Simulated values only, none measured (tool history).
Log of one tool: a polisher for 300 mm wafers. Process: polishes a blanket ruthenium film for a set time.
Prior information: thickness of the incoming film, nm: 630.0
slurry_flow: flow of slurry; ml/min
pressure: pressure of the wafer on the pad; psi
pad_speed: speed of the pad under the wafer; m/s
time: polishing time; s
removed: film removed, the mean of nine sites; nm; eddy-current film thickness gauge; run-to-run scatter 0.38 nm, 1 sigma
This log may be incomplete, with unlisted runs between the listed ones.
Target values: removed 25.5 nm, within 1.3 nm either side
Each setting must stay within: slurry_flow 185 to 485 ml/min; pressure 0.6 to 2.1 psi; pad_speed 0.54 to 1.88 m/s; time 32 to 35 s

run 1 hour=0 | slurry_flow=310 pressure=1.3 pad_speed=1.2 time=35 | removed=34.417
run 2 hour=7.7 | slurry_flow=345 pressure=1.3 pad_speed=1.2 time=35 | removed=33.911
run 3 hour=11.2 | slurry_flow=300 pressure=1.3 pad_speed=1.2 time=35 | removed=33.187
run 4 hour=14.5 | slurry_flow=300 pressure=1.3 pad_speed=1.42 time=35 | removed=39.748
run 5 hour=17.8 | slurry_flow=300 pressure=1.3 pad_speed=1.42 time=32 | removed=35.931
run 6 hour=19.4 | slurry_flow=300 pressure=1.2 pad_speed=1.42 time=32 | removed=32.773
run 7 hour=25.1 | slurry_flow=300 pressure=1.2 pad_speed=1.42 time=32 | removed=33.899
run 8 hour=33.4 | slurry_flow=300 pressure=1.1 pad_speed=1.42 time=32 | removed=31.649

5 candidate next runs follow, results not yet known. Just one meets every target within its allowed miss. Identify it.
run A hour=41.7 | slurry_flow=255 pressure=1.2 pad_speed=0.94 time=32 | removed=?
run B hour=41.7 | slurry_flow=270 pressure=1.3 pad_speed=1.44 time=35 | removed=?
run C hour=41.7 | slurry_flow=320 pressure=1.1 pad_speed=1.44 time=35 | removed=?
run D hour=41.7 | slurry_flow=245 pressure=0.8 pad_speed=1.56 time=33 | removed=?
run E hour=41.7 | slurry_flow=290 pressure=1.1 pad_speed=1.38 time=35 | removed=?

move=A removed=22.579
move=B removed=40.556
move=C removed=35.018
move=D removed=25.688
move=E removed=33.314
A: pushes the last run's worst result past its target
B: further off than the last run
C: further off than the last run
D: hits every target within its allowed miss
E: further off than the last run
Correct choice: D, which meets every target

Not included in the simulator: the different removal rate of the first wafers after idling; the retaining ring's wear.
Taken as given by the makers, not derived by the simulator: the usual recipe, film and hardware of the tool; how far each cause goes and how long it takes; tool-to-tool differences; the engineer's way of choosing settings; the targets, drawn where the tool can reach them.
